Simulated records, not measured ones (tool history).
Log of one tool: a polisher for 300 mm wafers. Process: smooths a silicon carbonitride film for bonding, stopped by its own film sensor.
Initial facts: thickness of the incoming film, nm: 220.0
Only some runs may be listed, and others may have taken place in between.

run	hour	flow of slurry (ml/min)	pressure of the wafer on the pad (psi)	speed of the pad under the wafer (m/s)	abrasive content of the slurry	target thickness at which the film sensor stops the polish (Å)	time until the film sensor stopped the polish (s)
1	0	250	2.3	0.7	1	2000	107.7
2	2.3	250	2.5	0.7	1	2000	101.42
3	4.9	250	2.7	0.7	1	2000	94.22
4	12.7	250	2.7	0.7	1	2000	93.396
5	17.5	250	2.9	0.7	1	2000	86.458
6	24	250	3	0.7	1	2000	83.998

Run 7, settings as shown, results not yet in. Your forecast:
7	27.1	250	3.1	0.7	1	2000	?

Logged for run 7: time until the film sensor stopped the polish (s) 82.78.
